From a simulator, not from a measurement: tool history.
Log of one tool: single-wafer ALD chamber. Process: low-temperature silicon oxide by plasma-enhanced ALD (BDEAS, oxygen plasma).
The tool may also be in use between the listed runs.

| run | hour | heater temperature setpoint (°C) | number of ALD cycles (cycles) | mean film thickness on the monitor wafer (Å) |
|---|---|---|---|---|
| 1 | 0.0 | 90 | 46 | 71.219 |
| 2 | 7.0 | 90 | 43 | 66.351 |
| 3 | 10.4 | 95 | 43 | 65.327 |
| 4 | 13.4 | 92 | 46 | 70.752 |
| 5 | 21.3 | 100 | 46 | 68.756 |
| 6 | 22.1 | 96 | 48 | 72.776 |

What will run 7 give?
|  | 26.0 | thermocouple changed; heater temperature recalibrated |
| 7 | 26.0 | 93 | 50 | ? |

mean film thickness on the monitor wafer (Å): 75.643
